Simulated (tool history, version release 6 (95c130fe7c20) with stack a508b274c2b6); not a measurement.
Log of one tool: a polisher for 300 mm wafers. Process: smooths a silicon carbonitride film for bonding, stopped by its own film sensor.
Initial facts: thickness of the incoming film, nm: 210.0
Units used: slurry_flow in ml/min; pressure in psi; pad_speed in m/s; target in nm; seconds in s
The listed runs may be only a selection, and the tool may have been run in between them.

run  hour  slurry_flow  pressure  pad_speed  slurry_solids  target  seconds
  1     0          235       2.4       0.86              1     197   40.654
  2   7.1          270       2.4       0.86              1     197   40.707
  3     8          270       2.1       0.84              1     197   46.556
  4  11.3          270       1.8       0.82              1     197   52.745
  5  17.2          270       1.6        0.8              1     197   63.167
  6  23.5          270       1.8        0.8              1     197   56.987
  7  29.9          270       1.8        0.8              1     197   55.916

Expected results for the next run?
  8  32.8          270       1.7        0.8              1     197        ?

Run 8 produced seconds 59.644 s.
